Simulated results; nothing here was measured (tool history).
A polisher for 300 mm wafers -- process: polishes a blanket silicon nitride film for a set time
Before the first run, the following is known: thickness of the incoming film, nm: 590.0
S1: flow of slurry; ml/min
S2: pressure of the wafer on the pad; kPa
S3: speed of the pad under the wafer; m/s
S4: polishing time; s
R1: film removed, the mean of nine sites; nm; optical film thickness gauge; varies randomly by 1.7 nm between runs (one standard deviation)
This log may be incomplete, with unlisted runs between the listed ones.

{"run": 1, "hour": 0.0, "S1": 180, "S2": 25.5, "S3": 1.24, "S4": 120, "R1": 210.08}
{"run": 2, "hour": 8.6, "S1": 175, "S2": 23.4, "S3": 1.24, "S4": 120, "R1": 191.35}
{"run": 3, "hour": 9.3, "S1": 210, "S2": 23.4, "S3": 1.24, "S4": 120, "R1": 197.6}
{"run": 4, "hour": 13.5, "S1": 205, "S2": 22.1, "S3": 1.24, "S4": 120, "R1": 190.35}
{"run": 5, "hour": 16.5, "S1": 205, "S2": 22.1, "S3": 1.5, "S4": 120, "R1": 220.04}
{"run": 6, "hour": 17.3, "S1": 205, "S2": 19.3, "S3": 1.5, "S4": 120, "R1": 190.79}
{"run": 7, "hour": 23.8, "S1": 195, "S2": 18.6, "S3": 1.5, "S4": 120, "R1": 181.89}
{"run": 8, "hour": 31.8, "S1": 180, "S2": 17.9, "S3": 1.5, "S4": 120, "R1": 176.86}
{"run": 9, "hour": 39.7, "S1": 175, "S2": 17.2, "S3": 1.5, "S4": 120, "R1": 168.07}

Predict the results of run 10:
{"run": 10, "hour": 48.4, "S1": 175, "S2": 17.2, "S3": 1.5, "S4": 120, "R1": "?"}

R1: 166.66 nm
